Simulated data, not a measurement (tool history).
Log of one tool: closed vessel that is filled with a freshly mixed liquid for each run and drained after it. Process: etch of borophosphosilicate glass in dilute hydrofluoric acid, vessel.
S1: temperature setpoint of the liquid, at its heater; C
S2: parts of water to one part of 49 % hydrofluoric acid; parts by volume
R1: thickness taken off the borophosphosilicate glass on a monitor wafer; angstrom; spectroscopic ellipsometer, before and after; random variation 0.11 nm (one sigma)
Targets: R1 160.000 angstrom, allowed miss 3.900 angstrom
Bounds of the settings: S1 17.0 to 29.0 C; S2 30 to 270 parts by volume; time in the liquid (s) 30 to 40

{"run": 1, "hour": 0.0, "S1": 21.0, "S2": 150, "time in the liquid (s)": 40, "R1": 99.956}
{"run": 2, "hour": 5.4, "S1": 24.0, "S2": 150, "time in the liquid (s)": 40, "R1": 113.33}
{"run": 3, "hour": 9.0, "S1": 24.0, "S2": 105, "time in the liquid (s)": 40, "R1": 169.71}
{"run": 4, "hour": 15.6, "S1": 24.0, "S2": 105, "time in the liquid (s)": 40, "R1": 170.4}
{"run": 5, "hour": 21.2, "S1": 24.0, "S2": 65, "time in the liquid (s)": 40, "R1": 285.26}
{"run": 6, "hour": 22.1, "S1": 22.0, "S2": 75, "time in the liquid (s)": 40, "R1": 227.72}
{"run": 7, "hour": 26.4, "S1": 20.5, "S2": 80, "time in the liquid (s)": 40, "R1": 195.67}
{"run": 8, "hour": 29.7, "S1": 19.5, "S2": 80, "time in the liquid (s)": 40, "R1": 189.91}
{"run": 9, "hour": 32.8, "S1": 19.0, "S2": 80, "time in the liquid (s)": 40, "R1": 186.37}
{"run": 10, "hour": 35.6, "S1": 18.5, "S2": 80, "time in the liquid (s)": 40, "R1": 181.02}

4 next moves are on the table. One of them brings every result within its allowed miss. Which?
{"run": "A", "hour": 38.4, "S1": 20.0, "S2": 90, "time in the liquid (s)": 35, "R1": "?"}
{"run": "B", "hour": 38.4, "S1": 18.5, "S2": 90, "time in the liquid (s)": 40, "R1": "?"}
{"run": "C", "hour": 38.4, "S1": 17.0, "S2": 90, "time in the liquid (s)": 40, "R1": "?"}
{"run": "D", "hour": 38.4, "S1": 17.0, "S2": 70, "time in the liquid (s)": 30, "R1": "?"}

move=A R1=149.910
move=B R1=160.960
move=C R1=151.090
move=D R1=148.850
A: takes the result that was furthest off past its target
B: meets every target
C: takes the result that was furthest off past its target
D: takes the result that was furthest off past its target
Move B is the one to make.

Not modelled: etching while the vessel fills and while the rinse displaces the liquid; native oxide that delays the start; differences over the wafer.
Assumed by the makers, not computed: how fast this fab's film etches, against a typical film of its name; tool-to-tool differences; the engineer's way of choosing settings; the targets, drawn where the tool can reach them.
